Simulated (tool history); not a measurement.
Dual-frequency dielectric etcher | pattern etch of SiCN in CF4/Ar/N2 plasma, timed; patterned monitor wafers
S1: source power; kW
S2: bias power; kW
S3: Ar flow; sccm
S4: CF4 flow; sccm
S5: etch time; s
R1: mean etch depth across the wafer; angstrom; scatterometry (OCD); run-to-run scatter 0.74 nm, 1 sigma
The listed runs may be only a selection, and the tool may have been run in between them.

run	day	S1	S2	S3	S4	S5	R1
1	0.000	0.400	0.081	120	52	163.5	1265.2
2	0.096	0.380	0.081	120	52	163.5	1205.6
3	0.125	0.380	0.081	105	52	163.5	1214.9
4	0.217	0.380	0.081	114	52	163.5	1238.4
# day 0.375: Ar flow controller replaced
5	0.375	0.360	0.081	114	52	163.5	1193.1
6	0.546	0.360	0.081	114	58	163.5	1201.5
7	0.604	0.350	0.081	114	58	163.5	1178.3

Estimate the outcome of run 8 from the log above:
8	0.700	0.340	0.081	114	58	163.5	?

{"run 8": {"R1": 1148.3}}
